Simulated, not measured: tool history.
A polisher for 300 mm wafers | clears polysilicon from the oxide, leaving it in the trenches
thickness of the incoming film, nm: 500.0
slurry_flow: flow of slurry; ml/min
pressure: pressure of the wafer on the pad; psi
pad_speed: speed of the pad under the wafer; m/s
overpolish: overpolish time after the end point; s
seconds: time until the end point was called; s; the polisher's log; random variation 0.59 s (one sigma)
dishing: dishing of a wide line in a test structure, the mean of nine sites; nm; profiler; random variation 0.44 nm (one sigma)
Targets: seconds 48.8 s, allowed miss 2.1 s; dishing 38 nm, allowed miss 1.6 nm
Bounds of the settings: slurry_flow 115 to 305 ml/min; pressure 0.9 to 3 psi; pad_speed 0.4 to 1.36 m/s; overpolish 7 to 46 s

Run 1, hour 0: slurry_flow 195 ml/min, pressure 1.9 psi, pad_speed 0.88 m/s, overpolish 24 s. Result: seconds 78.436 s, dishing 37.296 nm.
Run 2, hour 1.9: slurry_flow 195 ml/min, pressure 2.1 psi, pad_speed 0.88 m/s, overpolish 23 s. Result: seconds 73.013 s, dishing 37.458 nm.
Run 3, hour 7.6: slurry_flow 195 ml/min, pressure 2.1 psi, pad_speed 0.72 m/s, overpolish 23 s. Result: seconds 87.347 s, dishing 36.306 nm.
Run 4, hour 11.8: slurry_flow 200 ml/min, pressure 2.3 psi, pad_speed 0.76 m/s, overpolish 23 s. Result: seconds 80.77 s, dishing 37.551 nm.
Run 5, hour 15.5: slurry_flow 200 ml/min, pressure 2.1 psi, pad_speed 0.76 m/s, overpolish 23 s. Result: seconds 83.372 s, dishing 37.5 nm.
Run 6, hour 17.8: slurry_flow 195 ml/min, pressure 2.3 psi, pad_speed 0.82 m/s, overpolish 22 s. Result: seconds 74.77 s, dishing 37.419 nm.
Run 7, hour 22: slurry_flow 190 ml/min, pressure 2.5 psi, pad_speed 0.88 m/s, overpolish 20 s. Result: seconds 65.411 s, dishing 36.631 nm.
Run 8, hour 26.6: slurry_flow 215 ml/min, pressure 3 psi, pad_speed 0.92 m/s, overpolish 31 s. Result: seconds 53.342 s, dishing 38.679 nm.
Run 9, hour 28.2: slurry_flow 215 ml/min, pressure 3 psi, pad_speed 0.94 m/s, overpolish 30 s. Result: seconds 52.486 s, dishing 38.368 nm.
Run 10, hour 29.3: slurry_flow 215 ml/min, pressure 3 psi, pad_speed 0.96 m/s, overpolish 29 s. Result: seconds 50.954 s, dishing 38.463 nm.
Run 11, hour 37.1: slurry_flow 215 ml/min, pressure 3 psi, pad_speed 0.96 m/s, overpolish 28 s. Result: seconds 52.147 s, dishing 38.597 nm.

4 next moves are on the table. One of them brings every result within its allowed miss. Which?
Run A, hour 44.9: slurry_flow 200 ml/min, pressure 2.9 psi, pad_speed 0.94 m/s, overpolish 24 s. Result: seconds ?, dishing ?.
Run B, hour 44.9: slurry_flow 200 ml/min, pressure 2.9 psi, pad_speed 0.9 m/s, overpolish 27 s. Result: seconds ?, dishing ?.
Run C, hour 44.9: slurry_flow 180 ml/min, pressure 3 psi, pad_speed 1.02 m/s, overpolish 37 s. Result: seconds ?, dishing ?.
Run D, hour 44.9: slurry_flow 295 ml/min, pressure 2.8 psi, pad_speed 0.88 m/s, overpolish 15 s. Result: seconds ?, dishing ?.

move  seconds  dishing
   A   54.609   38.675
   B   56.951   38.711
   C   49.795   38.769
   D   57.528   37.671
A: further off than the last run
B: further off than the last run
C: meets every target
D: further off than the last run
The right move is C.
